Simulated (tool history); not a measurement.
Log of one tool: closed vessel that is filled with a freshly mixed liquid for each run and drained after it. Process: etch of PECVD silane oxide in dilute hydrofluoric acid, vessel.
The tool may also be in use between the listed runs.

run,hour,temperature setpoint of the liquid (C),parts of water to one part of 49 % hydrofluoric acid (parts by volume),time in the liquid (s),thickness taken off the PECVD silane oxide on a monitor wafer (Å)
1,0,25,160,255,303.2
2,6.8,27.5,160,255,331.25
3,11.7,27.5,190,255,268.84
4,15.2,28.5,180,255,298.16
5,19.2,28.5,180,255,296.6
6,26.9,29.5,170,255,330.87
7,35.2,33,120,255,568.05
8,40.8,32.5,120,255,559.9

Forecast run 9:
9,49.5,32,120,255,?

thickness taken off the PECVD silane oxide on a monitor wafer (Å): 547.53
